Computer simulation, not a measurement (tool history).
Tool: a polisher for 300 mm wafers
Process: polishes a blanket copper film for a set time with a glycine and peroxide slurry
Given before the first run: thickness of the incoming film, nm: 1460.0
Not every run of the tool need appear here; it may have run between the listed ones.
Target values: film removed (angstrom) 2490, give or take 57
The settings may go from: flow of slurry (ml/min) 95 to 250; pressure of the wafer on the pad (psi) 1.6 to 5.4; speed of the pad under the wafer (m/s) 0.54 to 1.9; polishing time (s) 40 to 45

| run | day | flow of slurry (ml/min) | pressure of the wafer on the pad (psi) | speed of the pad under the wafer (m/s) | polishing time (s) | film removed (angstrom) |
|---|---|---|---|---|---|---|
| 1 | 0 | 160 | 3.5 | 1.22 | 45 | 3168.3 |
| 2 | 0.067 | 155 | 3.4 | 1.22 | 45 | 3065.7 |
| 3 | 0.333 | 150 | 3.3 | 1.22 | 45 | 2972.7 |
| 4 | 0.421 | 150 | 3.3 | 1.04 | 45 | 2661.1 |
| 5 | 0.471 | 150 | 3.3 | 1.04 | 45 | 2653.8 |
| 6 | 0.738 | 190 | 3.3 | 1.04 | 45 | 2760.8 |
| 7 | 0.925 | 185 | 3.3 | 1.04 | 45 | 2750 |
| 8 | 0.95 | 180 | 3.3 | 1.04 | 45 | 2717.4 |
| 9 | 1.017 | 175 | 3.3 | 1.04 | 45 | 2719.9 |
| 10 | 1.142 | 170 | 3.3 | 1.04 | 45 | 2716.5 |

Below are 5 possible settings for the next run. Only one of them brings all results inside the allowed miss of their targets. Which is it?
| A | 1.267 | 170 | 3.5 | 0.96 | 44 | ? |
| B | 1.267 | 155 | 3.8 | 1.04 | 43 | ? |
| C | 1.267 | 250 | 3.5 | 0.84 | 44 | ? |
| D | 1.267 | 165 | 3.5 | 1.12 | 45 | ? |
| E | 1.267 | 195 | 3 | 1.32 | 43 | ? |

| move | film removed (angstrom) |
|---|---|
| A | 2592.9 |
| B | 2845.7 |
| C | 2474.8 |
| D | 2970.4 |
| E | 2901.1 |
A: moves toward the targets from the last run without getting all of them in spec
B: its largest miss is bigger than the last run's
C: meets every target
D: its largest miss is bigger than the last run's
E: its largest miss is bigger than the last run's
Correct choice: C, which meets every target
